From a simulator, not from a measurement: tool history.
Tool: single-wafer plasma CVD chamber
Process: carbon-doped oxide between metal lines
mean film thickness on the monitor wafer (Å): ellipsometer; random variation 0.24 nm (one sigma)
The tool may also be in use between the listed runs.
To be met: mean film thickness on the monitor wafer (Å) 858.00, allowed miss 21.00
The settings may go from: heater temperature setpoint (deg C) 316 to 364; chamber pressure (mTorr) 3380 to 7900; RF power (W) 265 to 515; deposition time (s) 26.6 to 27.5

run  hour  heater temperature setpoint (deg C)  chamber pressure (mTorr)  RF power (W)  deposition time (s)  mean film thickness on the monitor wafer (Å)
  1   0.0                                  340                      5640           390                 26.6                                       1189.30
  2   2.4                                  344                      5380           360                 26.6                                       1093.00
  3   9.0                                  344                      6340           360                 26.6                                       1115.80
  4  16.2                                  344                      6340           360                 27.5                                       1159.80
  5  24.8                                  344                      5570           360                 27.5                                       1141.40
  6  25.4                                  344                      5570           360                 26.6                                       1110.70
  7  26.2                                  349                      5260           340                 26.6                                       1034.50
  8  31.4                                  351                      5150           325                 26.6                                        989.72
  9  36.0                                  353                      5050           315                 26.6                                        958.39
 10  41.0                                  354                      4960           305                 26.6                                        923.15
 11  44.7                                  355                      4880           300                 26.6                                        906.29
 12  45.4                                  356                      4810           295                 26.6                                        893.06
 13  46.1                                  357                      4750           295                 26.6                                        892.79
 14  51.1                                  359                      4530           275                 26.6                                        831.16

4 next moves are on the table. One of them brings every result within its allowed miss. Which?
  A  56.1                                  363                      4620           265                 26.6                                             ?
  B  56.1                                  361                      4500           270                 26.6                                             ?
  C  56.1                                  355                      4870           280                 27.5                                             ?
  D  56.1                                  356                      4330           280                 27.0                                             ?

move  mean film thickness on the monitor wafer (Å)
   A                                        802.19
   B                                        814.02
   C                                        890.46
   D                                        854.18
A: further off than the last run
B: further off than the last run
C: takes the result that was furthest off past its target
D: meets every target
Move D is the one to make.
